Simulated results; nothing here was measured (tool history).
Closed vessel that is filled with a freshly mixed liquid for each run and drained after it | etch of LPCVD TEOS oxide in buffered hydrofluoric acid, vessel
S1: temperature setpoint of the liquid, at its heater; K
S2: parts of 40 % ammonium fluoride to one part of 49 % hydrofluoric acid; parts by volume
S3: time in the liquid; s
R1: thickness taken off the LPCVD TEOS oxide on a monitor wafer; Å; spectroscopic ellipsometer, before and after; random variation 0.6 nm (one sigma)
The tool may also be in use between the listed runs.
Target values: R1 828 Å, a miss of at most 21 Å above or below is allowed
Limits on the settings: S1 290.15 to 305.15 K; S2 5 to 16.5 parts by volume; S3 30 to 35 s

run 1 day=0 | S1=298.15 S2=10 S3=35 | R1=1104.5
run 2 day=0.154 | S1=298.15 S2=10 S3=35 | R1=1102.4
run 3 day=0.346 | S1=298.15 S2=12 S3=35 | R1=909.93
run 4 day=0.462 | S1=298.15 S2=10 S3=35 | R1=1089.2
run 5 day=0.517 | S1=298.15 S2=10 S3=30 | R1=939.63
-- day=0.554 hydrofluoric acid flow meter replaced
run 6 day=0.554 | S1=298.15 S2=10 S3=35 | R1=1192.1
run 7 day=0.938 | S1=296.15 S2=10 S3=35 | R1=1093
run 8 day=1.196 | S1=295.65 S2=10.5 S3=35 | R1=1020.4
run 9 day=1.492 | S1=294.65 S2=11 S3=35 | R1=904.3
run 10 day=1.617 | S1=294.15 S2=11 S3=35 | R1=884.58
run 11 day=1.862 | S1=293.65 S2=11 S3=35 | R1=862.28

5 next moves are on the table. One of them brings every result within its allowed miss. Which?
run A day=2.108 | S1=291.65 S2=9.5 S3=35 | R1=?
run B day=2.108 | S1=293.65 S2=11.5 S3=35 | R1=?
run C day=2.108 | S1=295.15 S2=11.5 S3=35 | R1=?
run D day=2.108 | S1=294.15 S2=11 S3=35 | R1=?
run E day=2.108 | S1=295.15 S2=12 S3=35 | R1=?

move=A R1=881.44
move=B R1=833.21
move=C R1=905.61
move=D R1=894.76
move=E R1=868.72
A: lands further from the targets than the last run did
B: in spec on every target
C: lands further from the targets than the last run did
D: lands further from the targets than the last run did
E: lands further from the targets than the last run did
So the answer is move B, the one that meets all the targets.

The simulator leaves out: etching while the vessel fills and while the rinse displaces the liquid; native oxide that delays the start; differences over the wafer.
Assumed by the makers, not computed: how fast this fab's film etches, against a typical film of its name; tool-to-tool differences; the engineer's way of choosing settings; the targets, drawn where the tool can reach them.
